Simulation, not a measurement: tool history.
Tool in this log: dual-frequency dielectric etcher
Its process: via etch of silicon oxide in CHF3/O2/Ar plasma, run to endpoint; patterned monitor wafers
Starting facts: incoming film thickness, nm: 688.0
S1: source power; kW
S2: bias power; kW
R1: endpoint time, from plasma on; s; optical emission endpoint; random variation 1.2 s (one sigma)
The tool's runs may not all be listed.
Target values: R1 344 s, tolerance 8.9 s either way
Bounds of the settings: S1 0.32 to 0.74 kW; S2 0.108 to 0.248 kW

run,hour,S1,S2,R1
1,0,0.53,0.178,384.65
2,7,0.56,0.182,374.89
3,10.8,0.58,0.185,366.9
4,13.8,0.6,0.187,361.31
5,18.9,0.53,0.187,380.17
6,25.4,0.53,0.213,363.18
7,30,0.53,0.213,363.63
8,35.5,0.55,0.215,355.28
9,40.7,0.56,0.216,354.84

Of the 4 settings listed for the next run, only one would bring every result within its allowed miss of target. Which one?
A,45.9,0.56,0.206,?
B,45.9,0.57,0.227,?
C,45.9,0.49,0.212,?
D,45.9,0.58,0.191,?

move,R1
A,360.92
B,346.98
C,376.59
D,364.96
A: further off than the last run
B: meets every target
C: further off than the last run
D: further off than the last run
So the answer is move B, the one that meets all the targets.

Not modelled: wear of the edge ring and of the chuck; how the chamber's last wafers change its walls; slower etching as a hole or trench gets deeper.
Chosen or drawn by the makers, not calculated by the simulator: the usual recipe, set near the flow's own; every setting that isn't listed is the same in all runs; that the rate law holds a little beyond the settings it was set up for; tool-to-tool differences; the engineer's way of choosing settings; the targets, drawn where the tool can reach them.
